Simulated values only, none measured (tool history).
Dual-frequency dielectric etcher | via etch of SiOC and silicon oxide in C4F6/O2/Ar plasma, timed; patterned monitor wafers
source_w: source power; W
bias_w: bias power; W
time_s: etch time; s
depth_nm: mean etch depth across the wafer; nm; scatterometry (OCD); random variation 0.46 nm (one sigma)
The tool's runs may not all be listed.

Run 1, hour 0.0: source_w 270 W, bias_w 200 W, time_s 91.0 s. Result: depth_nm 96.308 nm.
Run 2, hour 8.4: source_w 270 W, bias_w 174 W, time_s 91.0 s. Result: depth_nm 93.072 nm.
Run 3, hour 11.4: source_w 300 W, bias_w 177 W, time_s 91.0 s. Result: depth_nm 100.420 nm.
Run 4, hour 15.1: source_w 310 W, bias_w 178 W, time_s 91.0 s. Result: depth_nm 102.120 nm.
Run 5, hour 17.6: source_w 320 W, bias_w 178 W, time_s 91.0 s. Result: depth_nm 103.790 nm.
Run 6, hour 23.2: source_w 320 W, bias_w 159 W, time_s 91.0 s. Result: depth_nm 101.790 nm.
Run 7, hour 23.7: source_w 350 W, bias_w 163 W, time_s 91.0 s. Result: depth_nm 108.440 nm.

The next listed run, before its measurement:
Run 8, hour 27.5: source_w 350 W, bias_w 163 W, time_s 91.0 s. Result: depth_nm ?.

depth_nm: 107.870 nm

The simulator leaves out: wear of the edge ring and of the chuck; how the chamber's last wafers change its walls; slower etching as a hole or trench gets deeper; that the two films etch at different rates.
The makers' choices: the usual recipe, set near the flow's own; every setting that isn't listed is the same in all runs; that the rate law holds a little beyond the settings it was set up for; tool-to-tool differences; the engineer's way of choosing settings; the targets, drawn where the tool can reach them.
